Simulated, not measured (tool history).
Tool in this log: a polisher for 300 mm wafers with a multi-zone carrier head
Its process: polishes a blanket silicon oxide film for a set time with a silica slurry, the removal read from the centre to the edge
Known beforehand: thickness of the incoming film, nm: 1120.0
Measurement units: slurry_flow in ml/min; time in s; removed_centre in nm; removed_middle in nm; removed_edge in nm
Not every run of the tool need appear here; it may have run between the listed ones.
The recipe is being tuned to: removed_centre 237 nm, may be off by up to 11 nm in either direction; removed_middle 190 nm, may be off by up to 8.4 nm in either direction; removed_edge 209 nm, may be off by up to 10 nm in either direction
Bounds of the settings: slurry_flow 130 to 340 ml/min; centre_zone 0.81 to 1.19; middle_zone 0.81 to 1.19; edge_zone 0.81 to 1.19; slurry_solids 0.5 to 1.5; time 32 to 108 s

Run 1, day 0: slurry_flow 220 ml/min, centre_zone 1, middle_zone 1, edge_zone 1, slurry_solids 1, time 70 s. Result: removed_centre 179.26 nm, removed_middle 179.22 nm, removed_edge 172.2 nm.
Run 2, day 0.296: slurry_flow 220 ml/min, centre_zone 1.02, middle_zone 0.99, edge_zone 1.02, slurry_solids 1.05, time 70 s. Result: removed_centre 189.33 nm, removed_middle 184.63 nm, removed_edge 183.28 nm.
Run 3, day 0.321: slurry_flow 220 ml/min, centre_zone 1.02, middle_zone 0.99, edge_zone 1.02, slurry_solids 1.05, time 81 s. Result: removed_centre 219.76 nm, removed_middle 216.6 nm, removed_edge 213.49 nm.
Run 4, day 0.558: slurry_flow 220 ml/min, centre_zone 1.02, middle_zone 0.99, edge_zone 1.02, slurry_solids 1.2, time 81 s. Result: removed_centre 236.74 nm, removed_middle 231.88 nm, removed_edge 224.64 nm.
Run 5, day 0.638: slurry_flow 220 ml/min, centre_zone 1.03, middle_zone 0.97, edge_zone 1.01, slurry_solids 1.2, time 81 s. Result: removed_centre 240.46 nm, removed_middle 227.22 nm, removed_edge 228.94 nm.
Run 6, day 0.683: slurry_flow 220 ml/min, centre_zone 1.03, middle_zone 0.97, edge_zone 1.01, slurry_solids 1.2, time 69 s. Result: removed_centre 200.19 nm, removed_middle 198.17 nm, removed_edge 192.62 nm.
Run 7, day 0.942: slurry_flow 225 ml/min, centre_zone 1.05, middle_zone 0.95, edge_zone 1.01, slurry_solids 1.2, time 69 s. Result: removed_centre 208.58 nm, removed_middle 192.18 nm, removed_edge 189.61 nm.
Run 8, day 1.062: slurry_flow 225 ml/min, centre_zone 1.06, middle_zone 0.94, edge_zone 1.03, slurry_solids 1.2, time 69 s. Result: removed_centre 205.68 nm, removed_middle 192.16 nm, removed_edge 188.82 nm.
Run 9, day 1.258: slurry_flow 220 ml/min, centre_zone 1.16, middle_zone 0.84, edge_zone 1.07, slurry_solids 1.45, time 70 s. Result: removed_centre 255.14 nm, removed_middle 188.94 nm, removed_edge 218.1 nm.
Run 10, day 1.467: slurry_flow 220 ml/min, centre_zone 1.15, middle_zone 0.84, edge_zone 1.07, slurry_solids 1.45, time 70 s. Result: removed_centre 247.52 nm, removed_middle 192.66 nm, removed_edge 223.87 nm.
Run 11, day 1.754: slurry_flow 220 ml/min, centre_zone 1.15, middle_zone 0.84, edge_zone 1.06, slurry_solids 1.45, time 70 s. Result: removed_centre 249.67 nm, removed_middle 193.35 nm, removed_edge 217.96 nm.

Below are 5 possible settings for the next run. Only one of them brings all results inside the allowed miss of their targets. Which is it?
Run A, day 2.042: slurry_flow 200 ml/min, centre_zone 1.17, middle_zone 0.91, edge_zone 0.83, slurry_solids 1.4, time 72 s. Result: removed_centre ?, removed_middle ?, removed_edge ?.
Run B, day 2.042: slurry_flow 195 ml/min, centre_zone 1.19, middle_zone 0.84, edge_zone 1, slurry_solids 1.45, time 71 s. Result: removed_centre ?, removed_middle ?, removed_edge ?.
Run C, day 2.042: slurry_flow 165 ml/min, centre_zone 1.19, middle_zone 0.81, edge_zone 1.12, slurry_solids 1.15, time 76 s. Result: removed_centre ?, removed_middle ?, removed_edge ?.
Run D, day 2.042: slurry_flow 200 ml/min, centre_zone 1.19, middle_zone 0.92, edge_zone 1.13, slurry_solids 1.35, time 68 s. Result: removed_centre ?, removed_middle ?, removed_edge ?.
Run E, day 2.042: slurry_flow 200 ml/min, centre_zone 0.97, middle_zone 0.87, edge_zone 1.05, slurry_solids 1.3, time 77 s. Result: removed_centre ?, removed_middle ?, removed_edge ?.

move  removed_centre  removed_middle  removed_edge
   A          256.19          204.61        200.89
   B          259.77           191.3        218.85
   C           240.3          172.46        216.54
   D          242.06          191.63        216.07
   E          219.02          203.93        231.71
A: the biggest miss grows against the last run
B: the biggest miss grows against the last run
C: brings the result that was furthest off to its target, and leaves another outside
D: every result within its allowed miss
E: carries the result that was furthest off beyond its target, to the other side
Move D is the one to make.
